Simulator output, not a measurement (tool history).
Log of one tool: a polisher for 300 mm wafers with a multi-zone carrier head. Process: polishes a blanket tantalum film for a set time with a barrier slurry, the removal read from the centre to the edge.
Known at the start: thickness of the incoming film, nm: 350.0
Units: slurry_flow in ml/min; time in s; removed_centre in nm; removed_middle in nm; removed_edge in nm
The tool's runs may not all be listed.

| run | day | slurry_flow | centre_zone | middle_zone | edge_zone | slurry_solids | time | removed_centre | removed_middle | removed_edge |
|---|---|---|---|---|---|---|---|---|---|---|
| 1 | 0.000 | 240 | 1.00 | 1.00 | 1.00 | 1.00 | 81 | 103.030 | 105.390 | 102.210 |
| 2 | 0.242 | 240 | 1.00 | 1.00 | 1.00 | 0.80 | 81 | 100.900 | 99.285 | 99.326 |
| 3 | 0.546 | 240 | 1.00 | 1.00 | 0.94 | 0.80 | 81 | 98.406 | 99.961 | 95.472 |
| 4 | 0.708 | 240 | 1.00 | 1.00 | 0.94 | 0.65 | 81 | 95.953 | 95.513 | 90.796 |
| 5 | 0.838 | 240 | 1.00 | 1.00 | 0.94 | 0.50 | 81 | 91.037 | 92.566 | 88.147 |
| 6 | 0.979 | 250 | 1.02 | 1.03 | 1.01 | 0.80 | 85 | 106.380 | 107.470 | 104.570 |
| 7 | 1.096 | 260 | 1.05 | 1.05 | 1.06 | 1.00 | 88 | 120.510 | 117.200 | 114.640 |
| 8 | 1.458 | 265 | 1.02 | 1.07 | 1.16 | 1.25 | 103 | 143.190 | 147.500 | 150.430 |

Forecast run 9:
| 9 | 1.796 | 280 | 1.04 | 1.07 | 1.16 | 1.25 | 103 | ? | ? | ? |

removed_centre: 145.800 nm
removed_middle: 147.730 nm
removed_edge: 147.870 nm
